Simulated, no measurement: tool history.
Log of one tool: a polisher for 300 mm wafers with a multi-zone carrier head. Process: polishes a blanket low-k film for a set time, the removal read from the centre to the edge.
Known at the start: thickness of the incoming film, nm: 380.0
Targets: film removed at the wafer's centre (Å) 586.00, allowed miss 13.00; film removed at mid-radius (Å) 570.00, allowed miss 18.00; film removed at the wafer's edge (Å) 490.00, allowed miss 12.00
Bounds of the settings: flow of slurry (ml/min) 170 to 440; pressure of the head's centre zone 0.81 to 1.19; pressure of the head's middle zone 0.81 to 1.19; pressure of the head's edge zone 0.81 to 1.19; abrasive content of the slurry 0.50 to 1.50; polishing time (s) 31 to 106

run,hour,flow of slurry (ml/min),pressure of the head's centre zone,pressure of the head's middle zone,pressure of the head's edge zone,abrasive content of the slurry,polishing time (s),film removed at the wafer's centre (Å),film removed at mid-radius (Å),film removed at the wafer's edge (Å)
1,0.0,280,1.00,1.00,1.00,1.00,68,512.23,500.26,501.36
2,6.9,215,1.00,1.00,1.00,1.00,68,494.99,494.71,489.56
3,9.3,255,1.03,1.04,0.98,1.00,68,520.36,524.10,489.03
4,10.0,285,1.05,1.06,0.97,1.00,68,542.44,536.64,498.62
5,10.7,285,1.05,1.06,0.97,1.00,61,483.32,473.65,441.37
6,13.4,300,1.08,1.10,0.99,1.05,61,508.84,505.47,459.23
7,14.4,320,1.11,1.13,1.00,1.05,61,522.30,529.04,462.72
8,15.1,375,1.19,1.15,1.04,1.10,61,586.58,546.76,484.11

Which of these 4 next moves meets every target?
A,15.8,385,1.16,1.12,1.10,1.00,62,?,?,?
B,15.8,425,1.16,1.17,1.03,1.10,61,?,?,?
C,15.8,395,1.13,1.08,1.04,1.20,59,?,?,?
D,15.8,405,1.18,1.18,1.04,1.05,66,?,?,?

move,film removed at the wafer's centre (Å),film removed at mid-radius (Å),film removed at the wafer's edge (Å)
A,558.09,524.11,488.90
B,577.35,561.16,488.95
C,560.26,524.80,491.01
D,620.51,597.05,519.32
A: further off than the last run
B: meets every target
C: further off than the last run
D: takes the result that was furthest off past its target
Move B is the one to make.
